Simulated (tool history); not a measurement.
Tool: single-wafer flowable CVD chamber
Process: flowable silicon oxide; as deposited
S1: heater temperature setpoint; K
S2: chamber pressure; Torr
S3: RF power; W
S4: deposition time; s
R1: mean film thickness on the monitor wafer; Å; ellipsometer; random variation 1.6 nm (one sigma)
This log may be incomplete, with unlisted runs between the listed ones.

{"run": 1, "day": 0.0, "S1": 373.15, "S2": 0.787, "S3": 2530, "S4": 697, "R1": 5038.0}
{"run": 2, "day": 0.375, "S1": 374.15, "S2": 0.787, "S3": 2530, "S4": 697, "R1": 4867.4}
{"run": 3, "day": 0.642, "S1": 375.15, "S2": 0.787, "S3": 2530, "S4": 697, "R1": 4618.6}
{"run": 4, "day": 0.783, "S1": 375.15, "S2": 0.787, "S3": 2380, "S4": 697, "R1": 4604.7}
{"run": 5, "day": 1.004, "S1": 375.15, "S2": 0.787, "S3": 2380, "S4": 665, "R1": 4412.1}
{"run": 6, "day": 1.271, "S1": 376.15, "S2": 0.787, "S3": 2380, "S4": 665, "R1": 4243.7}
{"run": 7, "day": 1.438, "S1": 378.15, "S2": 0.787, "S3": 2380, "S4": 665, "R1": 3949.0}

Run 8 has not been measured yet. What should we expect?
{"run": 8, "day": 1.55, "S1": 379.15, "S2": 0.787, "S3": 2380, "S4": 665, "R1": "?"}

Run 8 came out at R1 3816.0 Å.
